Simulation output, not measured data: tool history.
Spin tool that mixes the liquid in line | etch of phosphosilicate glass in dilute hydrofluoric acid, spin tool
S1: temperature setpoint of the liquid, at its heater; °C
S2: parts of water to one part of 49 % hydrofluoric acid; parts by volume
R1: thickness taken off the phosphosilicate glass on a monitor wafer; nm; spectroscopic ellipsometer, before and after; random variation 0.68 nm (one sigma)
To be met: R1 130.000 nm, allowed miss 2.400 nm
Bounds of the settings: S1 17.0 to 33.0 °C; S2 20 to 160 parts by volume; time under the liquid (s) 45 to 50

{"run": 1, "day": 0.0, "S1": 25.0, "S2": 90, "time under the liquid (s)": 45, "R1": 47.895}
{"run": 2, "day": 0.162, "S1": 26.0, "S2": 80, "time under the liquid (s)": 45, "R1": 56.493}
{"run": 3, "day": 0.433, "S1": 26.0, "S2": 80, "time under the liquid (s)": 45, "R1": 56.461}
{"run": 4, "day": 0.512, "S1": 26.0, "S2": 80, "time under the liquid (s)": 45, "R1": 56.582}
{"run": 5, "day": 0.704, "S1": 26.0, "S2": 80, "time under the liquid (s)": 50, "R1": 62.992}
{"run": 6, "day": 1.067, "S1": 26.0, "S2": 80, "time under the liquid (s)": 45, "R1": 56.049}
{"run": 7, "day": 1.288, "S1": 27.0, "S2": 75, "time under the liquid (s)": 45, "R1": 63.302}
{"run": 8, "day": 1.358, "S1": 28.0, "S2": 70, "time under the liquid (s)": 45, "R1": 70.754}
{"run": 9, "day": 1.729, "S1": 28.5, "S2": 65, "time under the liquid (s)": 45, "R1": 78.539}
{"run": 10, "day": 1.796, "S1": 29.0, "S2": 60, "time under the liquid (s)": 45, "R1": 87.33}
{"run": 11, "day": 1.933, "S1": 33.0, "S2": 40, "time under the liquid (s)": 45, "R1": 157.42}
{"run": 12, "day": 2.029, "S1": 32.5, "S2": 40, "time under the liquid (s)": 45, "R1": 153.9}
{"run": 13, "day": 2.388, "S1": 32.0, "S2": 40, "time under the liquid (s)": 45, "R1": 152.68}
{"run": 14, "day": 2.738, "S1": 31.5, "S2": 40, "time under the liquid (s)": 45, "R1": 148.96}
{"run": 15, "day": 2.967, "S1": 27.5, "S2": 40, "time under the liquid (s)": 45, "R1": 126.17}

Which of these 5 next moves meets every target?
{"run": "A", "day": 3.196, "S1": 28.5, "S2": 45, "time under the liquid (s)": 50, "R1": "?"}
{"run": "B", "day": 3.196, "S1": 24.5, "S2": 40, "time under the liquid (s)": 50, "R1": "?"}
{"run": "C", "day": 3.196, "S1": 29.0, "S2": 40, "time under the liquid (s)": 45, "R1": "?"}
{"run": "D", "day": 3.196, "S1": 29.5, "S2": 45, "time under the liquid (s)": 50, "R1": "?"}
{"run": "E", "day": 3.196, "S1": 29.5, "S2": 40, "time under the liquid (s)": 45, "R1": "?"}

move=A R1=129.720
move=B R1=124.680
move=C R1=135.000
move=D R1=135.040
move=E R1=137.740
A: meets every target
B: further off than the last run
C: takes the result that was furthest off past its target
D: takes the result that was furthest off past its target
E: takes the result that was furthest off past its target
Answer: A
